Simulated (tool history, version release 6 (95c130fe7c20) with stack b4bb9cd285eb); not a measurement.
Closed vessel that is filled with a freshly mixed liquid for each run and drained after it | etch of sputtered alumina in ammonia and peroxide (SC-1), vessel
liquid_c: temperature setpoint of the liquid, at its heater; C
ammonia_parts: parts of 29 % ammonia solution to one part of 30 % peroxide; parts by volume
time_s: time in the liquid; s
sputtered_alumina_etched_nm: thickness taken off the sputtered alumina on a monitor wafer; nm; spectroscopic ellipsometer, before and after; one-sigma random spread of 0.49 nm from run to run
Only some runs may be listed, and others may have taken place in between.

| run | day | liquid_c | ammonia_parts | time_s | sputtered_alumina_etched_nm |
|---|---|---|---|---|---|
| 1 | 0 | 58 | 0.85 | 1100 | 80.392 |
| 2 | 0.071 | 58 | 0.85 | 1100 | 81.019 |
| 3 | 0.396 | 53 | 0.85 | 1100 | 61.726 |
| 4 | 0.517 | 56 | 0.85 | 1100 | 71.391 |
| 5 | 0.575 | 55.5 | 0.85 | 1100 | 69.854 |
| 6 | 0.729 | 55.5 | 0.85 | 1175 | 74.81 |

Estimate the outcome of run 7 from the log above:
| 7 | 1 | 55 | 0.85 | 1175 | ? |

{"run 7": {"sputtered_alumina_etched_nm": 72.481}}
